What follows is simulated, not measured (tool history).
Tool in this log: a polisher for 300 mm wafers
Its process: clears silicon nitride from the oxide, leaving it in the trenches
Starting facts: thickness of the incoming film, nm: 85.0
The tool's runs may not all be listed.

| run | hour | flow of slurry (ml/min) | pressure of the wafer on the pad (psi) | speed of the pad under the wafer (cm/s) | overpolish time after the end point (s) | time until the end point was called (s) |
|---|---|---|---|---|---|---|
| 1 | 0.0 | 260 | 2.0 | 130 | 8 | 120.65 |
| 2 | 4.3 | 260 | 2.0 | 130 | 8 | 119.41 |
| 3 | 11.1 | 260 | 2.0 | 130 | 6 | 122.33 |
| 4 | 20.1 | 260 | 2.0 | 130 | 8 | 122.69 |
| 5 | 23.8 | 260 | 1.8 | 124 | 8 | 137.01 |
| 6 | 26.8 | 290 | 1.8 | 124 | 8 | 135.63 |
| 7 | 31.7 | 280 | 1.2 | 88 | 8 | 256.58 |

Expected results for the next run?
| 8 | 34.6 | 280 | 1.2 | 88 | 8 | ? |

time until the end point was called (s): 257.71

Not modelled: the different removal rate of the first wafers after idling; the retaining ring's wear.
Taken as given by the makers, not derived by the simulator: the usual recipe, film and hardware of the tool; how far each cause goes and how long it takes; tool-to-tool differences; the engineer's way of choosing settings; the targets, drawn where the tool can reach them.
